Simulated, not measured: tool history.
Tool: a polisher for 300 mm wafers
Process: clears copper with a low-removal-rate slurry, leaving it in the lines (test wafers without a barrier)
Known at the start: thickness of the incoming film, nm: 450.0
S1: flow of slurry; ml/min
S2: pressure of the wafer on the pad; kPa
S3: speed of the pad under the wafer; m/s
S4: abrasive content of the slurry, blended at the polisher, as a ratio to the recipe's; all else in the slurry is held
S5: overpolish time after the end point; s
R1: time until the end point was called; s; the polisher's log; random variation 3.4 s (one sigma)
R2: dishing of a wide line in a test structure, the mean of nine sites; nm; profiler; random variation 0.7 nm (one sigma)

{"run": 1, "hour": 0.0, "S1": 245, "S2": 20.7, "S3": 1.3, "S4": 1, "S5": 17, "R1": 161.65, "R2": 38.137}
{"run": 2, "hour": 1.8, "S1": 245, "S2": 19.3, "S3": 1.28, "S4": 1, "S5": 19, "R1": 175.28, "R2": 39.172}
{"run": 3, "hour": 9.7, "S1": 245, "S2": 19.3, "S3": 1.28, "S4": 1, "S5": 24, "R1": 173.01, "R2": 47.826}
{"run": 4, "hour": 17.1, "S1": 245, "S2": 17.9, "S3": 1.28, "S4": 1, "S5": 25, "R1": 193.57, "R2": 47.399}
{"run": 5, "hour": 21.4, "S1": 245, "S2": 17.2, "S3": 1.28, "S4": 1, "S5": 25, "R1": 200.14, "R2": 45.141}
{"run": 6, "hour": 25.6, "S1": 245, "S2": 17.2, "S3": 1.28, "S4": 0.8, "S5": 25, "R1": 205.28, "R2": 42.479}
{"run": 7, "hour": 34.3, "S1": 245, "S2": 16.5, "S3": 1.28, "S4": 0.8, "S5": 26, "R1": 215.09, "R2": 43.855}

The next listed run, before its measurement:
{"run": 8, "hour": 37.4, "S1": 245, "S2": 15.9, "S3": 1.28, "S4": 0.8, "S5": 27, "R1": "?", "R2": "?"}

Run 8 gave R1 222.85 s, R2 41.717 nm.
